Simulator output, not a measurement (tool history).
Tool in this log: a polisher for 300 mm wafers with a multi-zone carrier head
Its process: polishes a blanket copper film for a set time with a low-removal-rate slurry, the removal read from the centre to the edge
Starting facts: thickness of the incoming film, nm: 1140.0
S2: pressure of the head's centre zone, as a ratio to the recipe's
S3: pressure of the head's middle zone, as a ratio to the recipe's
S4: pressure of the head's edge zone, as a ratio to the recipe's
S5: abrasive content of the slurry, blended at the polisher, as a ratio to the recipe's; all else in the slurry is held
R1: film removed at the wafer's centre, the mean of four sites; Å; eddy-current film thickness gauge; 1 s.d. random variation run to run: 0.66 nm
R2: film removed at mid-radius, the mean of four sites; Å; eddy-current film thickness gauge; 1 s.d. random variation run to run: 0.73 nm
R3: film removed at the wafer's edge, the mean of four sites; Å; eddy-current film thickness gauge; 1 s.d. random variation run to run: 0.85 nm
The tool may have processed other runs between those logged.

run 1 hour=0 | flow_of_slurry_(ml/min)=250 S2=1 S3=1 S4=1 S5=1 polishing_time_(s)=38 | R1=1218.8 R2=1247.2 R3=1256.8
run 2 hour=2.7 | flow_of_slurry_(ml/min)=250 S2=1 S3=1 S4=1 S5=1.2 polishing_time_(s)=38 | R1=1234.9 R2=1276.8 R3=1295.4
run 3 hour=5.8 | flow_of_slurry_(ml/min)=250 S2=1 S3=1 S4=1 S5=1.2 polishing_time_(s)=34 | R1=1118.6 R2=1140.4 R3=1172.7
run 4 hour=9.5 | flow_of_slurry_(ml/min)=250 S2=0.91 S3=1 S4=1 S5=1.2 polishing_time_(s)=34 | R1=1029.8 R2=1144.5 R3=1150.3
run 5 hour=11.1 | flow_of_slurry_(ml/min)=250 S2=0.91 S3=1 S4=1 S5=1.35 polishing_time_(s)=34 | R1=1043.8 R2=1175.9 R3=1209.1
run 6 hour=16.9 | flow_of_slurry_(ml/min)=240 S2=0.89 S3=1 S4=0.94 S5=1.05 polishing_time_(s)=33 | R1=965.76 R2=1087.1 R3=1059.3
run 7 hour=23.8 | flow_of_slurry_(ml/min)=240 S2=0.89 S3=1 S4=0.94 S5=1.05 polishing_time_(s)=33 | R1=941.17 R2=1076.7 R3=1079.9
run 8 hour=28.7 | flow_of_slurry_(ml/min)=270 S2=0.92 S3=1.05 S4=0.91 S5=0.85 polishing_time_(s)=31 | R1=907.47 R2=1024.7 R3=957.86
run 9 hour=33.5 | flow_of_slurry_(ml/min)=270 S2=0.92 S3=1.07 S4=0.88 S5=0.75 polishing_time_(s)=31 | R1=880.01 R2=1037.2 R3=913.11
run 10 hour=36.9 | flow_of_slurry_(ml/min)=260 S2=0.93 S3=1.06 S4=0.86 S5=0.7 polishing_time_(s)=31 | R1=879.83 R2=1001.5 R3=910.57

Estimate the outcome of run 11 from the log above:
run 11 hour=38.8 | flow_of_slurry_(ml/min)=270 S2=0.94 S3=1.08 S4=0.85 S5=0.65 polishing_time_(s)=30 | R1=? R2=? R3=?

R1: 861.71 Å
R2: 985.37 Å
R3: 863.11 Å

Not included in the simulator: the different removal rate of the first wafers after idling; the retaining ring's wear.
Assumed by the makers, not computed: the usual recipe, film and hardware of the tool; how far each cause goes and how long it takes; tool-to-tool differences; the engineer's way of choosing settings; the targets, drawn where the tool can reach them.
